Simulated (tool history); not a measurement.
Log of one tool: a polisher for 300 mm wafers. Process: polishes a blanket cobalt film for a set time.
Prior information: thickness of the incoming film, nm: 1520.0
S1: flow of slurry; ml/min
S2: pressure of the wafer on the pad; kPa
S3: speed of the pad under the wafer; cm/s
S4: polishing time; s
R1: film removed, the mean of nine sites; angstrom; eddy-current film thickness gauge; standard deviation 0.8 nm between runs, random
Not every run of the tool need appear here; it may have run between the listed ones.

run    day   S1    S2   S3  S4      R1
  1      0  255  12.4  106  31  1446.3
  2  0.312  255  15.2  106  31  1718.7
  3  0.579  255  16.5  106  31  1845.6
  4  0.671  255  15.2  106  31  1742.3
  5  0.983  230  15.2  106  31  1691.4
  6  1.204  230  14.5  106  31  1640.1

Run 7 is up next; what results do you expect?
  7  1.546  230  13.8  106  31   ?

Logged for run 7: R1 1550.8 angstrom.
